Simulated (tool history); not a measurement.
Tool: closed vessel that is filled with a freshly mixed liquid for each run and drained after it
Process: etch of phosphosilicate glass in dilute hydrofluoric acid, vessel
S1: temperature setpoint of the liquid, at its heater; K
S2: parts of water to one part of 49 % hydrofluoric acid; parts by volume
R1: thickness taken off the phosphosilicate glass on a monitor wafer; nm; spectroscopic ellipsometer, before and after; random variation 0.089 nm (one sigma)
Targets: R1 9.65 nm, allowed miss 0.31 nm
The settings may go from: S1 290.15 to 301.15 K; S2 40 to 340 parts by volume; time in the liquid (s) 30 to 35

run 1 hour=0 | S1=293.15 S2=190 time_in_the_liquid_(s)=35 | R1=15.126
run 2 hour=8.6 | S1=293.15 S2=160 time_in_the_liquid_(s)=35 | R1=18.301
run 3 hour=16.5 | S1=293.15 S2=160 time_in_the_liquid_(s)=35 | R1=18.616
run 4 hour=20.9 | S1=292.15 S2=185 time_in_the_liquid_(s)=35 | R1=15.201
run 5 hour=28.2 | S1=292.15 S2=230 time_in_the_liquid_(s)=35 | R1=11.793
run 6 hour=36 | S1=292.15 S2=230 time_in_the_liquid_(s)=35 | R1=11.662
run 7 hour=39.6 | S1=291.65 S2=235 time_in_the_liquid_(s)=35 | R1=11.128
run 8 hour=43.6 | S1=291.15 S2=240 time_in_the_liquid_(s)=35 | R1=10.507
run 9 hour=47.7 | S1=290.65 S2=245 time_in_the_liquid_(s)=35 | R1=10.195
run 10 hour=57 | S1=290.65 S2=250 time_in_the_liquid_(s)=35 | R1=10.071

4 next moves are on the table. One of them brings every result within its allowed miss. Which?
run A hour=66.3 | S1=290.65 S2=255 time_in_the_liquid_(s)=35 | R1=?
run B hour=66.3 | S1=290.65 S2=240 time_in_the_liquid_(s)=35 | R1=?
run C hour=66.3 | S1=291.15 S2=245 time_in_the_liquid_(s)=35 | R1=?
run D hour=66.3 | S1=290.15 S2=240 time_in_the_liquid_(s)=30 | R1=?

move=A R1=9.779
move=B R1=10.529
move=C R1=10.468
move=D R1=8.8507
A: meets every target
B: further off than the last run
C: further off than the last run
D: takes the result that was furthest off past its target
Answer: A
